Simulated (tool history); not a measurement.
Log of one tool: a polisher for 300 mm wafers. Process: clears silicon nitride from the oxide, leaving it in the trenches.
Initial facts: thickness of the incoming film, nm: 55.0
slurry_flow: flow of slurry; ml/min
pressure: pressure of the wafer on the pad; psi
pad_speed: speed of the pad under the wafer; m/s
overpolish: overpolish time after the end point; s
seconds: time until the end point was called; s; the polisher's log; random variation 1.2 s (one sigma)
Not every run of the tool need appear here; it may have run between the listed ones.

Run 1, day 0: slurry_flow 265 ml/min, pressure 1.9 psi, pad_speed 0.92 m/s, overpolish 36 s. Result: seconds 91.466 s.
Run 2, day 0.058: slurry_flow 265 ml/min, pressure 1.9 psi, pad_speed 0.92 m/s, overpolish 36 s. Result: seconds 93.108 s.
Run 3, day 0.296: slurry_flow 265 ml/min, pressure 1.9 psi, pad_speed 0.74 m/s, overpolish 36 s. Result: seconds 112.52 s.
Run 4, day 0.488: slurry_flow 265 ml/min, pressure 1.9 psi, pad_speed 0.74 m/s, overpolish 38 s. Result: seconds 111.74 s.
Run 5, day 0.621: slurry_flow 265 ml/min, pressure 2.3 psi, pad_speed 0.74 m/s, overpolish 38 s. Result: seconds 91.72 s.
Run 6, day 0.758: slurry_flow 265 ml/min, pressure 2.4 psi, pad_speed 0.74 m/s, overpolish 38 s. Result: seconds 88.715 s.
Run 7, day 1.025: slurry_flow 265 ml/min, pressure 2.5 psi, pad_speed 0.74 m/s, overpolish 38 s. Result: seconds 88.592 s.

What does the tool deliver on the next run?
Run 8, day 1.367: slurry_flow 265 ml/min, pressure 2.6 psi, pad_speed 0.76 m/s, overpolish 38 s. Result: seconds ?.

For run 8 the tool returned seconds 82.158 s.
